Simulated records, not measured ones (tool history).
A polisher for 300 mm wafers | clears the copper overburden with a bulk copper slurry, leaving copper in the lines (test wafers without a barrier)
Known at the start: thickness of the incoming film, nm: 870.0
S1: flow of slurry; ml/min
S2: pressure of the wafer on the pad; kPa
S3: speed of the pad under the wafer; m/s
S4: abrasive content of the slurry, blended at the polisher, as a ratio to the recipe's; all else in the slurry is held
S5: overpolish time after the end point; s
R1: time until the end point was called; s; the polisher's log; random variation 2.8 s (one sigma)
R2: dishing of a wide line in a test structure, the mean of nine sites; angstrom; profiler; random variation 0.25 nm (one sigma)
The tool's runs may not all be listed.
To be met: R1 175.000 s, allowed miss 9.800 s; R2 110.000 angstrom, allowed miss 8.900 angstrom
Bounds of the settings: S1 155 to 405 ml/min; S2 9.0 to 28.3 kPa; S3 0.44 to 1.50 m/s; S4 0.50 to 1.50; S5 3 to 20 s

| run | day | S1 | S2 | S3 | S4 | S5 | R1 | R2 |
|---|---|---|---|---|---|---|---|---|
| 1 | 0.000 | 260 | 18.6 | 0.96 | 1.00 | 10 | 107.790 | 515.500 |
| 2 | 0.033 | 260 | 18.6 | 1.10 | 1.00 | 10 | 95.566 | 559.080 |
| 3 | 0.371 | 260 | 18.6 | 1.10 | 1.10 | 10 | 94.368 | 603.640 |
| 4 | 0.654 | 260 | 18.6 | 1.10 | 1.25 | 10 | 87.845 | 601.620 |
| 5 | 0.733 | 260 | 15.2 | 1.10 | 1.25 | 10 | 107.210 | 521.040 |
| 6 | 1.079 | 260 | 15.2 | 1.00 | 1.25 | 10 | 118.930 | 485.030 |
| 7 | 1.442 | 225 | 15.2 | 0.92 | 1.00 | 8 | 137.970 | 356.950 |
| 8 | 1.521 | 155 | 10.3 | 1.00 | 0.75 | 3 | 206.270 | 96.117 |
| 9 | 1.871 | 160 | 11.0 | 1.02 | 0.70 | 3 | 191.050 | 101.170 |
| 10 | 2.067 | 170 | 11.0 | 1.02 | 0.70 | 3 | 186.230 | 101.110 |

4 next moves are on the table. One of them brings every result within its allowed miss. Which?
| A | 2.262 | 155 | 9.7 | 1.12 | 0.65 | 3 | ? | ? |
| B | 2.262 | 175 | 11.7 | 1.02 | 0.70 | 3 | ? | ? |
| C | 2.262 | 200 | 10.3 | 0.98 | 0.60 | 3 | ? | ? |
| D | 2.262 | 215 | 10.3 | 0.96 | 0.65 | 3 | ? | ? |

| move | R1 | R2 |
|---|---|---|
| A | 195.150 | 97.052 |
| B | 175.110 | 108.050 |
| C | 205.260 | 92.519 |
| D | 202.840 | 93.587 |
A: further off than the last run
B: meets every target
C: further off than the last run
D: further off than the last run
Move B is the one to make.

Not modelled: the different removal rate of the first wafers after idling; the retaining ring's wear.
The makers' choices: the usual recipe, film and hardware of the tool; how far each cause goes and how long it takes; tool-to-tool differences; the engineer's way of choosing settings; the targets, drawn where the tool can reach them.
